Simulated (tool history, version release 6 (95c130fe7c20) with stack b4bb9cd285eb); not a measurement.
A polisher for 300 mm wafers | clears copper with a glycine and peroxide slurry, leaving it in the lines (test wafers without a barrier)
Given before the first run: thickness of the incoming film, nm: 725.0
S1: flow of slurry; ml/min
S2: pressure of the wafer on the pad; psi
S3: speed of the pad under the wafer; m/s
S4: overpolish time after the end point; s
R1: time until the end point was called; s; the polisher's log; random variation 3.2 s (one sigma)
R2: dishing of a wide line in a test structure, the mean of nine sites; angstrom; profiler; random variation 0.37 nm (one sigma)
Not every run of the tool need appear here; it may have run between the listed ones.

run  hour   S1   S2    S3  S4       R1      R2
  1   0.0  180  3.4  0.76  11  125.210  391.24
  2   7.4  180  3.4  0.76  14  124.410  484.13
  3  12.3  180  4.2  0.76  14  105.440  544.36
  4  21.1  180  4.2  0.76  10  102.630  434.33
  5  22.4  180  4.9  0.76  10   93.730  478.40
  6  23.2  180  4.9  0.88  10   84.838  510.45
  7  24.3  175  4.1  0.78  10  108.560  414.30

What will run 8 give?
  8  28.3  170  3.5  0.76  10   ?   ?

For run 8 the tool returned R1 122.120 s, R2 370.22 angstrom.
